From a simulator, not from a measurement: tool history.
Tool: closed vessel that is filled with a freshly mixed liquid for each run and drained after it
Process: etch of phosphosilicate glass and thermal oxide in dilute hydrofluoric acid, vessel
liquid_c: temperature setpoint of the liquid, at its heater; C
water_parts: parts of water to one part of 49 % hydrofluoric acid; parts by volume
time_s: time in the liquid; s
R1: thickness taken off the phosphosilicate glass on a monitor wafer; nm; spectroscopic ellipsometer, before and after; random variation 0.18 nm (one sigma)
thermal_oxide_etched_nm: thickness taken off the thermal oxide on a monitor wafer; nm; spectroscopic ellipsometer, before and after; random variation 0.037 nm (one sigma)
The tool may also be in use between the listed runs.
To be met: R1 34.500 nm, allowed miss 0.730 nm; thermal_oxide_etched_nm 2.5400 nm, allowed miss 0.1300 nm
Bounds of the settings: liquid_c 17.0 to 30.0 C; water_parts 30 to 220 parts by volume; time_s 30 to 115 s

run 1 hour=0.0 | liquid_c=22.0 water_parts=125 time_s=60 | R1=27.451 thermal_oxide_etched_nm=2.0229
run 2 hour=8.2 | liquid_c=22.0 water_parts=125 time_s=80 | R1=36.950 thermal_oxide_etched_nm=2.6780
run 3 hour=9.0 | liquid_c=21.5 water_parts=125 time_s=80 | R1=36.608 thermal_oxide_etched_nm=2.6402
run 4 hour=12.5 | liquid_c=21.0 water_parts=125 time_s=80 | R1=35.261 thermal_oxide_etched_nm=2.5779
run 5 hour=14.6 | liquid_c=21.0 water_parts=140 time_s=80 | R1=30.926 thermal_oxide_etched_nm=2.2583
run 6 hour=18.8 | liquid_c=22.0 water_parts=140 time_s=80 | R1=32.363 thermal_oxide_etched_nm=2.3767
run 7 hour=20.4 | liquid_c=22.5 water_parts=140 time_s=80 | R1=32.863 thermal_oxide_etched_nm=2.4432
run 8 hour=28.9 | liquid_c=23.0 water_parts=140 time_s=80 | R1=33.665 thermal_oxide_etched_nm=2.4776

Which of these 5 next moves meets every target?
run A hour=37.4 | liquid_c=29.5 water_parts=155 time_s=70 | R1=? thermal_oxide_etched_nm=?
run B hour=37.4 | liquid_c=30.0 water_parts=220 time_s=105 | R1=? thermal_oxide_etched_nm=?
run C hour=37.4 | liquid_c=21.0 water_parts=135 time_s=80 | R1=? thermal_oxide_etched_nm=?
run D hour=37.4 | liquid_c=20.0 water_parts=115 time_s=70 | R1=? thermal_oxide_etched_nm=?
run E hour=37.4 | liquid_c=22.5 water_parts=135 time_s=80 | R1=? thermal_oxide_etched_nm=?

move=A R1=33.246 thermal_oxide_etched_nm=2.4557
move=B R1=32.985 thermal_oxide_etched_nm=2.4364
move=C R1=32.373 thermal_oxide_etched_nm=2.3912
move=D R1=32.645 thermal_oxide_etched_nm=2.4113
move=E R1=34.349 thermal_oxide_etched_nm=2.5371
A: further off than the last run
B: further off than the last run
C: further off than the last run
D: further off than the last run
E: meets every target
Move E is the one to make.
